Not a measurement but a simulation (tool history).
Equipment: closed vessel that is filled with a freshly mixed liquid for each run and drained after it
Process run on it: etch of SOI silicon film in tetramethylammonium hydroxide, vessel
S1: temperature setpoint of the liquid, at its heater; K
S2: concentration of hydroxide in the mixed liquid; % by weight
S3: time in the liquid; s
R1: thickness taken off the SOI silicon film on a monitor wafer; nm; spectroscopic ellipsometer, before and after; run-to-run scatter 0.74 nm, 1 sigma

Run 1, hour 0.0: S1 335.15 K, S2 13.5 % by weight, S3 35 s. Result: R1 150.77 nm.
Run 2, hour 5.4: S1 333.65 K, S2 13.5 % by weight, S3 35 s. Result: R1 137.35 nm.
Run 3, hour 12.9: S1 333.65 K, S2 13.5 % by weight, S3 35 s. Result: R1 137.13 nm.
Run 4, hour 15.5: S1 333.65 K, S2 13.5 % by weight, S3 35 s. Result: R1 136.58 nm.
Run 5, hour 21.8: S1 332.65 K, S2 13.5 % by weight, S3 35 s. Result: R1 129.74 nm.
Run 6, hour 30.8: S1 331.65 K, S2 13.5 % by weight, S3 35 s. Result: R1 120.83 nm.
Run 7, hour 36.9: S1 330.65 K, S2 13.5 % by weight, S3 35 s. Result: R1 114.21 nm.

Forecast run 8:
Run 8, hour 45.1: S1 330.15 K, S2 13.5 % by weight, S3 35 s. Result: R1 ?.

R1: 108.67 nm

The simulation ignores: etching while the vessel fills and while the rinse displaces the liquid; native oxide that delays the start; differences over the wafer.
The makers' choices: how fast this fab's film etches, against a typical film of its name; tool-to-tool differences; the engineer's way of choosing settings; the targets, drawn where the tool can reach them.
